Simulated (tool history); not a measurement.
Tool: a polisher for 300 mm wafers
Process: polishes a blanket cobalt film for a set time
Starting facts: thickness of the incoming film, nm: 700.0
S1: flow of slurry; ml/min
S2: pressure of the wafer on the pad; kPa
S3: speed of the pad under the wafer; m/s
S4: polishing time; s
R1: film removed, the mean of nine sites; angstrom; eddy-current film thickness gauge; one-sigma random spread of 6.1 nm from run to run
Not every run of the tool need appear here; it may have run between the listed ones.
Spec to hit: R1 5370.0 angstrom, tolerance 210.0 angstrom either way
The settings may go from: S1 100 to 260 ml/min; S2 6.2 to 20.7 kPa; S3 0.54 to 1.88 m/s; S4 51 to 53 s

run,hour,S1,S2,S3,S4,R1
1,0.0,165,13.1,1.20,51,2921.4
2,1.6,125,13.1,1.20,51,2807.7
3,7.9,125,13.1,1.20,51,2782.0
4,13.1,125,14.5,1.20,51,3053.2
5,18.5,110,14.5,1.20,51,2990.7
6,24.9,110,14.5,1.20,53,3104.4
7,26.9,130,16.5,1.22,53,3651.5
8,28.3,140,17.9,1.26,53,4064.1
9,30.5,140,17.9,1.26,53,4095.0
10,33.2,145,18.6,1.30,53,4358.1
11,35.3,150,19.3,1.34,53,4673.9
12,36.8,150,20.0,1.36,53,4909.6
13,39.5,150,20.0,1.38,53,5152.1

Below are 4 possible settings for the next run. Only one of them brings all results inside the allowed miss of their targets. Which is it?
A,42.2,165,19.3,1.48,53,?
B,42.2,145,18.6,1.46,53,?
C,42.2,115,20.0,1.40,52,?
D,42.2,150,20.0,1.40,51,?

move,R1
A,5226.3
B,4883.6
C,4685.4
D,4840.4
A: all results land within tolerance of their targets
B: further off than the last run
C: further off than the last run
D: further off than the last run
So the answer is move A, the one that meets all the targets.

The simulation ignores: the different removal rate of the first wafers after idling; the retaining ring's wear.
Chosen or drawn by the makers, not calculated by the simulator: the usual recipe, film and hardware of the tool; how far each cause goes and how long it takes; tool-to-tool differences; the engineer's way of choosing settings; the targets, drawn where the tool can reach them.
